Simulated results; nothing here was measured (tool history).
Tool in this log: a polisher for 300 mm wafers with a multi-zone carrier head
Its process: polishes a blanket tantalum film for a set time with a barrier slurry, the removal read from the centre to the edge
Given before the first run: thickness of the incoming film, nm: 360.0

run    day  flow of slurry (ml/min)  pressure of the head's centre zone  pressure of the head's middle zone  pressure of the head's edge zone  abrasive content of the slurry  polishing time (s)  film removed at the wafer's centre (Å)  film removed at mid-radius (Å)  film removed at the wafer's edge (Å)
  1  0.000                      315                                1.00                                1.00                              1.00                            1.00                  37                                  389.48                          387.36                                395.45
  2  0.292                      335                                1.05                                1.04                              1.01                            1.15                  39                                  450.54                          444.67                                435.88
  3  0.538                      335                                1.05                                1.04                              1.01                            1.15                  32                                  369.62                          357.44                                359.09
  4  0.625                      350                                1.09                                1.06                              1.01                            1.25                  35                                  433.26                          408.24                                397.24
  5  0.700                      300                                1.09                                1.06                              1.01                            1.25                  35                                  422.30                          397.63                                395.38
  6  1.038                      300                                1.09                                1.06                              1.01                            1.45                  35                                  444.45                          412.40                                405.77
  7  1.338                      330                                1.12                                1.09                              1.03                            1.45                  37                                  482.13                          453.09                                440.28
  8  1.446                      355                                1.14                                1.10                              1.02                            1.45                  39                                  531.47                          484.21                                458.53

Run 9, settings as shown, results not yet in. Your forecast:
  9  1.550                      390                                1.19                                1.19                              1.12                            1.50                  46                                       ?                               ?                                     ?

{"run 9": {"film removed at the wafer's centre (Å)": 662.64, "film removed at mid-radius (Å)": 619.7, "film removed at the wafer's edge (Å)": 578.74}}
